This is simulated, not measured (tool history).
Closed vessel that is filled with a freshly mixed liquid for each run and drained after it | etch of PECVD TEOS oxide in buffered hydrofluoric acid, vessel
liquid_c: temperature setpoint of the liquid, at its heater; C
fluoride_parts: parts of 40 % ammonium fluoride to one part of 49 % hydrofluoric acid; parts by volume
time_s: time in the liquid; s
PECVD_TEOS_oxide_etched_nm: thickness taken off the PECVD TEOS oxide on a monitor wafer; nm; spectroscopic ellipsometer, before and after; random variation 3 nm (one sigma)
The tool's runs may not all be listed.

run 1 day=0.000 | liquid_c=25.0 fluoride_parts=11.0 time_s=90 | PECVD_TEOS_oxide_etched_nm=195.11
run 2 day=0.150 | liquid_c=25.0 fluoride_parts=11.0 time_s=90 | PECVD_TEOS_oxide_etched_nm=192.93
run 3 day=0.429 | liquid_c=25.0 fluoride_parts=11.0 time_s=90 | PECVD_TEOS_oxide_etched_nm=194.05
run 4 day=0.683 | liquid_c=25.5 fluoride_parts=10.5 time_s=90 | PECVD_TEOS_oxide_etched_nm=209.36
run 5 day=1.025 | liquid_c=25.5 fluoride_parts=10.5 time_s=90 | PECVD_TEOS_oxide_etched_nm=209.66
run 6 day=1.296 | liquid_c=26.0 fluoride_parts=10.0 time_s=90 | PECVD_TEOS_oxide_etched_nm=225.06

The next listed run, before its measurement:
run 7 day=1.338 | liquid_c=26.5 fluoride_parts=9.5 time_s=90 | PECVD_TEOS_oxide_etched_nm=?

{"run 7": {"PECVD_TEOS_oxide_etched_nm": 236.25}}
